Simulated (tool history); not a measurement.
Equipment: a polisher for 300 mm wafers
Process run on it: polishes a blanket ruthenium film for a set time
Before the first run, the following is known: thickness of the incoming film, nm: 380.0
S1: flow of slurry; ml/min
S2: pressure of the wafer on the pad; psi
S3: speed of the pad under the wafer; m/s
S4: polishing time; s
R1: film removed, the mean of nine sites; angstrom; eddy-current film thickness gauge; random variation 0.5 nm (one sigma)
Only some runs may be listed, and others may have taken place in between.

| run | day | S1 | S2 | S3 | S4 | R1 |
|---|---|---|---|---|---|---|
| 1 | 0 | 295 | 1.3 | 0.82 | 58 | 268.06 |
| 2 | 0.175 | 295 | 1.4 | 0.82 | 58 | 285.21 |
| 3 | 0.275 | 295 | 1.4 | 0.82 | 58 | 286.02 |
| 4 | 0.383 | 295 | 1.4 | 0.82 | 52 | 259.93 |
| 5 | 0.75 | 370 | 1.4 | 0.82 | 52 | 260.5 |
| 6 | 0.775 | 370 | 1.5 | 0.82 | 52 | 284.01 |
|  | 0.812 | head pressure recalibrated |
| 7 | 0.812 | 370 | 1.6 | 0.82 | 52 | 332.92 |
| 8 | 0.838 | 370 | 1.7 | 0.82 | 52 | 346.99 |

Run 9 has not been measured yet. What should we expect?
| 9 | 0.954 | 370 | 1.8 | 0.82 | 52 | ? |

{"run 9": {"R1": 364.67}}
